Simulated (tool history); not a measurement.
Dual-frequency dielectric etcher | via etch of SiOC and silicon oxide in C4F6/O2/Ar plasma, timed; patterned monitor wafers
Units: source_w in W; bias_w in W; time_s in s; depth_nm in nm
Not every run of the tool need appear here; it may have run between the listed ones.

run    day  source_w  bias_w  time_s  depth_nm
  1      0       380     186    36.5    41.834
  2    0.2       380     213    36.5     43.28
  3  0.467       380     213    36.5    43.155
  4  0.808       390     214    36.5    43.241
  5  0.854       390     186    36.5    41.173
  6  0.879       420     186    36.5    42.212
  7  1.042       440     189    36.5    43.124

What does the tool deliver on the next run?
  8  1.121       450     190    36.5         ?

depth_nm: 43.912 nm
